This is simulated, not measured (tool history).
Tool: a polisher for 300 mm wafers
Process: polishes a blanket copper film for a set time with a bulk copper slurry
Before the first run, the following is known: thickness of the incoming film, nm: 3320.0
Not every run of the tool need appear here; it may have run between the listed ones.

run  hour  flow of slurry (ml/min)  pressure of the wafer on the pad (kPa)  speed of the pad under the wafer (m/s)  abrasive content of the slurry  polishing time (s)  film removed (Å)
  1   0.0                      265                                    19.3                                    1.28                            1.00                  40            4517.1
  2   6.2                      265                                    18.6                                    1.28                            1.00                  40            4424.8
  3   7.4                      265                                    17.9                                    1.28                            1.00                  40            4164.8
  4  15.1                      265                                    17.2                                    1.28                            1.00                  40            4144.2
  5  22.5                      265                                    16.5                                    1.28                            1.00                  40            3908.9
     29.5  -- head pressure recalibrated
  6  29.5                      265                                    16.5                                    1.28                            0.85                  40            4100.8
  7  35.9                      265                                    15.9                                    1.28                            0.85                  40            4043.6
  8  36.5                      265                                    15.2                                    1.28                            0.85                  40            3906.5
  9  44.7                      265                                    15.2                                    1.28                            0.85                  40            3793.1
 10  52.9                      265                                    14.5                                    1.28                            0.85                  40            3648.3

Forecast run 11:
 11  54.2                      265                                    11.0                                    1.26                            0.85                  40                 ?

Logged for run 11: film removed (Å) 2837.1.
